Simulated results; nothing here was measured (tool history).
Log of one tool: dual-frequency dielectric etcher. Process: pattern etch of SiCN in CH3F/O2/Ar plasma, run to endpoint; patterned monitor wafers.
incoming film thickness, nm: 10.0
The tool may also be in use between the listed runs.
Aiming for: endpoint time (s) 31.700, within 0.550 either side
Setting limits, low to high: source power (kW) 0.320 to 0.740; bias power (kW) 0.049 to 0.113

run	hour	source power (kW)	bias power (kW)	endpoint time (s)
1	0.0	0.530	0.081	20.928
2	7.7	0.480	0.073	23.505
3	10.1	0.430	0.073	25.377
4	11.7	0.340	0.073	30.569
5	19.0	0.340	0.082	29.008
6	24.9	0.340	0.079	29.676
7	26.2	0.340	0.077	29.734
8	28.0	0.320	0.062	34.807
9	35.9	0.330	0.062	33.856
10	38.9	0.340	0.062	32.612

Exactly one of the 5 candidate moves below puts every result within its allowed miss. Which one?
A	41.9	0.330	0.063	?
B	41.9	0.320	0.068	?
C	41.9	0.360	0.055	?
D	41.9	0.370	0.057	?
E	41.9	0.370	0.053	?

move	endpoint time (s)
A	33.575
B	33.375
C	33.072
D	31.794
E	32.872
A: its largest miss is bigger than the last run's
B: its largest miss is bigger than the last run's
C: its largest miss is bigger than the last run's
D: every result lands within tolerance
E: its largest miss is bigger than the last run's
D is the move that brings every result within its allowed miss.
